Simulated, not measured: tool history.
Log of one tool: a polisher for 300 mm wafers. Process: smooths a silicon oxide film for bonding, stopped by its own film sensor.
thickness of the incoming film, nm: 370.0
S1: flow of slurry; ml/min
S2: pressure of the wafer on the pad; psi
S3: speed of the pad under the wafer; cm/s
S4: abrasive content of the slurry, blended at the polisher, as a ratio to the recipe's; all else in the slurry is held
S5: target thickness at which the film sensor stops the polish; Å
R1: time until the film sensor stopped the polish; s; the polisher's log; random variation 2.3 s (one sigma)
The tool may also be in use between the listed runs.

run,hour,S1,S2,S3,S4,S5,R1
1,0,175,1.7,114,1,3020,132.72
2,2.9,175,1.7,114,1.1,3020,121.44
3,5.5,175,1.7,114,1.1,2990,126.86
4,7.1,175,1.6,114,1.1,2990,135.66
5,8.8,195,1.6,114,1.1,2990,136.09
6,10.4,195,1.5,114,1.1,2990,144.1
7,16,195,1.4,114,1.1,2990,154.29

Forecast run 8:
# hour 21.1: slurry blender recalibrated
8,21.1,195,1.3,114,1.1,2990,?

{"run 8": {"R1": 153.41}}
